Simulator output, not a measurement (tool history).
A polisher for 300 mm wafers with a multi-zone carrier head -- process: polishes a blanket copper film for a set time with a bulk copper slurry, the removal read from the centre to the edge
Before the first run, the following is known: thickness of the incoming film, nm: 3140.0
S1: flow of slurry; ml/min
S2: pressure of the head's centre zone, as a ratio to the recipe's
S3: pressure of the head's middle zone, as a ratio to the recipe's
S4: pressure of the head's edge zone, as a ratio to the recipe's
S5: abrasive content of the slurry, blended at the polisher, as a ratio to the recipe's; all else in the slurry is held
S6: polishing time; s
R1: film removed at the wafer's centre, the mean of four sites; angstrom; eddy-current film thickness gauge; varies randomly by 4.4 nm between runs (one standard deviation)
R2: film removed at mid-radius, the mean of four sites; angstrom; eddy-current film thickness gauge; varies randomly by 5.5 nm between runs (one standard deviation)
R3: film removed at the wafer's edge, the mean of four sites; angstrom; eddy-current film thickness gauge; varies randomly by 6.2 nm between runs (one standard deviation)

| run | day | S1 | S2 | S3 | S4 | S5 | S6 | R1 | R2 | R3 |
|---|---|---|---|---|---|---|---|---|---|---|
| 1 | 0.000 | 245 | 1.00 | 1.00 | 1.00 | 1.00 | 37 | 4050.9 | 4114.0 | 4204.2 |
| 2 | 0.283 | 290 | 1.00 | 1.00 | 1.00 | 1.00 | 37 | 4192.3 | 4230.5 | 4271.9 |
| 3 | 0.371 | 290 | 1.00 | 1.00 | 0.95 | 1.00 | 37 | 4159.6 | 4262.4 | 4154.3 |
| 4 | 0.392 | 290 | 1.00 | 1.00 | 0.88 | 1.00 | 37 | 4143.1 | 4233.1 | 4105.5 |
| 5 | 0.583 | 290 | 1.00 | 0.92 | 0.88 | 1.00 | 37 | 4156.6 | 3961.6 | 4054.8 |
| 6 | 0.862 | 290 | 1.00 | 0.96 | 0.88 | 1.00 | 37 | 4155.8 | 4064.4 | 4082.6 |
| 7 | 1.079 | 280 | 1.02 | 0.95 | 0.92 | 1.10 | 38 | 4427.2 | 4249.2 | 4301.4 |
| 8 | 1.425 | 275 | 1.04 | 0.94 | 0.96 | 1.20 | 39 | 4783.1 | 4331.0 | 4559.2 |
| 9 | 1.688 | 275 | 1.05 | 0.94 | 0.99 | 1.25 | 39 | 4846.9 | 4393.6 | 4752.5 |
| 10 | 1.871 | 285 | 1.07 | 0.95 | 1.01 | 1.30 | 39 | 4997.6 | 4529.2 | 4885.3 |
| 11 | 2.125 | 295 | 1.09 | 0.95 | 1.03 | 1.35 | 39 | 5234.0 | 4679.9 | 4934.2 |
| 12 | 2.367 | 295 | 1.09 | 0.95 | 1.03 | 1.35 | 39 | 5155.3 | 4538.3 | 4947.0 |
| 13 | 2.629 | 300 | 1.11 | 0.96 | 1.05 | 1.40 | 39 | 5330.9 | 4650.4 | 5101.5 |
| 14 | 2.692 | 305 | 1.12 | 0.97 | 1.06 | 1.40 | 39 | 5372.6 | 4714.1 | 5020.7 |
| 15 | 2.883 | 305 | 1.13 | 0.97 | 1.07 | 1.40 | 39 | 5449.8 | 4762.6 | 4992.8 |
| 16 | 3.054 | 310 | 1.13 | 0.96 | 1.08 | 1.40 | 39 | 5427.2 | 4691.3 | 5084.1 |
| 17 | 3.208 | 310 | 1.14 | 0.96 | 1.09 | 1.40 | 39 | 5473.1 | 4685.9 | 5058.0 |
| 18 | 3.562 | 310 | 1.14 | 0.96 | 1.10 | 1.40 | 39 | 5578.9 | 4706.7 | 5117.5 |
| 19 | 3.800 | 310 | 1.14 | 0.96 | 1.11 | 1.40 | 39 | 5534.5 | 4676.6 | 5177.7 |
| 20 | 4.125 | 315 | 1.15 | 0.96 | 1.12 | 1.40 | 39 | 5626.3 | 4675.9 | 5190.0 |
| 21 | 4.250 | 320 | 1.15 | 0.96 | 1.13 | 1.40 | 39 | 5606.9 | 4823.5 | 5296.1 |
| 22 | 4.604 | 325 | 1.16 | 0.96 | 1.13 | 1.40 | 39 | 5689.6 | 4654.9 | 5266.3 |
| 23 | 4.796 | 330 | 1.16 | 0.97 | 1.14 | 1.40 | 39 | 5628.8 | 4797.8 | 5293.1 |

Run 24 comes next. What will it give?
| 24 | 4.962 | 335 | 1.16 | 0.97 | 1.15 | 1.40 | 39 | ? | ? | ? |

Run 24 measured R1 5649.6 angstrom, R2 4747.6 angstrom, R3 5256.5 angstrom.

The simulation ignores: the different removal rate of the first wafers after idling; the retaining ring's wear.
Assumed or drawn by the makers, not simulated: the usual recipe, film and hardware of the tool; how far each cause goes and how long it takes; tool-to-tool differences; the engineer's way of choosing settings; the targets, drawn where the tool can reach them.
